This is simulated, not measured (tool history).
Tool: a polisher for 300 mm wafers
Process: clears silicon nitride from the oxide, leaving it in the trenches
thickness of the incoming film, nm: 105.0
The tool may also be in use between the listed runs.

run,hour,flow of slurry (ml/min),pressure of the wafer on the pad (psi),speed of the pad under the wafer (cm/s),overpolish time after the end point (s),time until the end point was called (s)
1,0.0,250,2.5,114,6,113.99
2,2.0,250,2.5,114,5,115.54
3,5.3,300,2.5,114,5,112.53
4,14.2,300,2.5,114,5,115.37
5,19.2,300,2.2,114,5,123.10
6,27.9,300,2.3,114,5,119.70
7,31.7,300,2.4,114,5,115.68

The next listed run, before its measurement:
8,38.0,300,2.4,114,5,?

{"run 8": {"time until the end point was called (s)": 115.14}}
